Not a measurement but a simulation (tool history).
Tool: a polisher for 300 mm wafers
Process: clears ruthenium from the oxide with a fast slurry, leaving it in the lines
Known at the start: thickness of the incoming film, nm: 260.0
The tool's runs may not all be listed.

| run | hour | flow of slurry (ml/min) | pressure of the wafer on the pad (kPa) | speed of the pad under the wafer (m/s) | abrasive content of the slurry | overpolish time after the end point (s) | time until the end point was called (s) | dishing of a wide line in a test structure (angstrom) |
|---|---|---|---|---|---|---|---|---|
| 1 | 0.0 | 150 | 12.4 | 0.82 | 1.0 | 25 | 160.24 | 393.27 |
| 2 | 8.8 | 150 | 14.5 | 0.82 | 1.0 | 25 | 131.17 | 436.66 |
| 3 | 12.2 | 165 | 14.5 | 0.82 | 1.0 | 25 | 130.71 | 449.16 |
| 4 | 16.4 | 165 | 14.5 | 0.72 | 1.0 | 25 | 152.07 | 403.41 |
| 5 | 24.1 | 165 | 14.5 | 0.72 | 1.0 | 19 | 144.94 | 313.69 |
| 6 | 27.8 | 165 | 13.8 | 0.72 | 1.0 | 21 | 152.16 | 324.11 |

The next listed run, before its measurement:
| 7 | 32.0 | 160 | 13.1 | 0.72 | 1.0 | 22 | ? | ? |

time until the end point was called (s): 163.83
dishing of a wide line in a test structure (angstrom): 327.84

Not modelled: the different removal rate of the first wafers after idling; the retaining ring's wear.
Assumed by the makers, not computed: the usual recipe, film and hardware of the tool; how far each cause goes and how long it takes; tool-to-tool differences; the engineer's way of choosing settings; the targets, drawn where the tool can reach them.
